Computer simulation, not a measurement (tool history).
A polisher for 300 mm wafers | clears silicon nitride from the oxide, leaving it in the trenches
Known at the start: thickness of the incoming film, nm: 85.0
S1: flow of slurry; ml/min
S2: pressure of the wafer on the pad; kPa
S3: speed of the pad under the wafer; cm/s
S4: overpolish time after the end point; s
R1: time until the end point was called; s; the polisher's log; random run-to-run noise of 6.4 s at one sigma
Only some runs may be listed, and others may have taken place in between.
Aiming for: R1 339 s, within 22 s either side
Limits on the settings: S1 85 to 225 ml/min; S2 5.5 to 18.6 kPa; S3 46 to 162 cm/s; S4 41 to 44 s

{"run": 1, "hour": 0.0, "S1": 145, "S2": 11.7, "S3": 104, "S4": 41, "R1": 162.65}
{"run": 2, "hour": 6.6, "S1": 145, "S2": 11, "S3": 102, "S4": 41, "R1": 170.7}
{"run": 3, "hour": 9.0, "S1": 145, "S2": 11, "S3": 102, "S4": 44, "R1": 167.93}
{"run": 4, "hour": 16.9, "S1": 145, "S2": 10.3, "S3": 98, "S4": 44, "R1": 192.45}
{"run": 5, "hour": 24.3, "S1": 145, "S2": 9.7, "S3": 96, "S4": 44, "R1": 203}
{"run": 6, "hour": 27.5, "S1": 145, "S2": 9, "S3": 94, "S4": 44, "R1": 226.65}
{"run": 7, "hour": 35.3, "S1": 145, "S2": 8.3, "S3": 94, "S4": 44, "R1": 242.15}
{"run": 8, "hour": 42.7, "S1": 145, "S2": 6.9, "S3": 90, "S4": 44, "R1": 308.79}

Exactly one of the 4 candidate moves below puts every result within its allowed miss. Which one?
{"run": "A", "hour": 50.1, "S1": 130, "S2": 8.3, "S3": 90, "S4": 44, "R1": "?"}
{"run": "B", "hour": 50.1, "S1": 160, "S2": 6.9, "S3": 68, "S4": 44, "R1": "?"}
{"run": "C", "hour": 50.1, "S1": 110, "S2": 5.5, "S3": 104, "S4": 42, "R1": "?"}
{"run": "D", "hour": 50.1, "S1": 155, "S2": 6.9, "S3": 68, "S4": 43, "R1": "?"}

move=A R1=265.29
move=B R1=399.19
move=C R1=349.93
move=D R1=401.16
A: further off than the last run
B: takes the result that was furthest off past its target
C: every result lands within tolerance
D: takes the result that was furthest off past its target
Correct choice: C, which meets every target
